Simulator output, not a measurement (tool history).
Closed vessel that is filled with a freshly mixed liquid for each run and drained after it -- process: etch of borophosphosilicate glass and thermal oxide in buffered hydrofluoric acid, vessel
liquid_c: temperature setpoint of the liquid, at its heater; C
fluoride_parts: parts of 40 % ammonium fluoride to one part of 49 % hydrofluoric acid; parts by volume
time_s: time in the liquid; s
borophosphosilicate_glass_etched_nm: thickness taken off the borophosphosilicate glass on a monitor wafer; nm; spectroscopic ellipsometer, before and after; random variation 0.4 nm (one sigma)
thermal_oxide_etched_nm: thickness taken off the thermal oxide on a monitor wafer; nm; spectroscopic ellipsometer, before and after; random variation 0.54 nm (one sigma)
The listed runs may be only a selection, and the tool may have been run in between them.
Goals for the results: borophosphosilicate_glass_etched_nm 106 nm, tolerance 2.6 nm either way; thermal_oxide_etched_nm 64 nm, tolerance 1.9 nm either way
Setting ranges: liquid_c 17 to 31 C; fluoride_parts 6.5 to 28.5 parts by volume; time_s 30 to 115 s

run	hour	liquid_c	fluoride_parts	time_s	borophosphosilicate_glass_etched_nm	thermal_oxide_etched_nm
1	0	23	17.5	60	73.851	43.546
2	6	23	21.5	60	60.805	37.05
3	14.6	19.5	21.5	60	50.488	30.675
4	16	19.5	21.5	75	63.205	37.966
5	17.1	19.5	26.5	75	54.602	32.434
6	23.8	17.5	26.5	75	49.318	29.584
# hour 32.8: thermometer replaced
7	32.8	20.5	25.5	75	52.059	31.304
8	39.3	22.5	23	75	62.773	37.766
9	45.6	26.5	18	75	94.355	57.369
10	49.3	29.5	18	75	111.28	67.032

Exercise: of the 4 proposed moves below, exactly one satisfies all targets within the stated allowed misses. Which move is it?
A	53	29.5	17.5	70	?	?
B	53	27.5	19.5	95	?	?
C	53	31	8.5	35	?	?
D	53	29	22.5	95	?	?

move	borophosphosilicate_glass_etched_nm	thermal_oxide_etched_nm
A	106.29	64.422
B	116.66	70.671
C	113.27	68.44
D	113.6	68.889
A: all results land within tolerance of their targets
B: further off than the last run
C: further off than the last run
D: further off than the last run
Go with A: it meets all targets.
